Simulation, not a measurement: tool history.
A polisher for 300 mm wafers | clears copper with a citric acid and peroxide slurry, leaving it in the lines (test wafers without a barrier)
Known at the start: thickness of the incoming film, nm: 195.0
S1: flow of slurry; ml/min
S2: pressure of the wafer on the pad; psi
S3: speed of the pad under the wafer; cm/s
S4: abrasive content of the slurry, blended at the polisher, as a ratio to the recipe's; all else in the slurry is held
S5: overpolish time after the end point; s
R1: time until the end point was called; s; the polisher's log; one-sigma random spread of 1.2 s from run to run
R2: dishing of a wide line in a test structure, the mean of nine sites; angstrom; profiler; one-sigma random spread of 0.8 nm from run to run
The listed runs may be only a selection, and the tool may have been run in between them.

| run | hour | S1 | S2 | S3 | S4 | S5 | R1 | R2 |
|---|---|---|---|---|---|---|---|---|
| 1 | 0 | 160 | 2.2 | 130 | 1 | 24 | 112.53 | 317.87 |
| 2 | 7.6 | 160 | 2.2 | 130 | 1 | 28 | 111.98 | 367.27 |
| 3 | 13.3 | 160 | 2.2 | 144 | 1 | 28 | 99.508 | 399.16 |
| 4 | 20.4 | 160 | 2.7 | 144 | 1 | 28 | 86.981 | 461.68 |
| 5 | 21.7 | 160 | 2.8 | 144 | 1 | 29 | 82.304 | 476.37 |
| 6 | 28.5 | 125 | 2.8 | 144 | 1 | 29 | 84.422 | 464.87 |
| 7 | 35.1 | 125 | 2.9 | 144 | 1 | 31 | 82.687 | 501.39 |

The next listed run, before its measurement:
| 8 | 42.2 | 130 | 2.9 | 144 | 1 | 32 | ? | ? |

For run 8 the tool returned R1 81.855 s, R2 528.77 angstrom.
